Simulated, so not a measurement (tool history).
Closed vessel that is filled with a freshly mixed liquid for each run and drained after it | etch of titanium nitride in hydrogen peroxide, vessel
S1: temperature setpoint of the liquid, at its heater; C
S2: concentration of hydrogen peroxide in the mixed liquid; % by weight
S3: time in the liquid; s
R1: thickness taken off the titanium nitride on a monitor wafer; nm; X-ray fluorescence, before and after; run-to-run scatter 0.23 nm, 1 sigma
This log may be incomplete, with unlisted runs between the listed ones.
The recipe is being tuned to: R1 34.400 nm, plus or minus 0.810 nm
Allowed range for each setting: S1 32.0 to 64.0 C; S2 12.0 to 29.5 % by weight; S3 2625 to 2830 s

run,hour,S1,S2,S3,R1
1,0.0,48.0,20.0,2625,73.562
2,8.9,48.0,20.0,2830,79.819
3,14.5,52.5,20.0,2830,110.590
4,18.1,52.5,20.0,2830,112.190
5,21.1,52.5,22.0,2830,112.580
6,23.3,55.0,22.0,2830,133.780
7,24.3,51.0,22.0,2830,100.580
8,25.0,48.0,22.0,2830,81.298
9,32.6,45.5,22.0,2830,67.536
10,34.3,43.5,22.0,2830,58.645
11,35.6,42.0,22.0,2830,52.280
12,42.0,41.0,22.0,2830,48.125
13,44.2,35.5,22.0,2830,31.591
14,47.4,37.0,22.0,2830,35.016

Of the 4 settings listed for the next run, only one would bring every result within its allowed miss of target. Which one?
A,50.6,38.0,25.0,2625,?
B,50.6,36.5,24.0,2830,?
C,50.6,37.5,20.0,2830,?
D,50.6,38.0,22.5,2650,?

move,R1
A,36.242
B,34.436
C,35.808
D,35.760
A: its largest miss is bigger than the last run's
B: all results in spec
C: its largest miss is bigger than the last run's
D: its largest miss is bigger than the last run's
B meets every target.
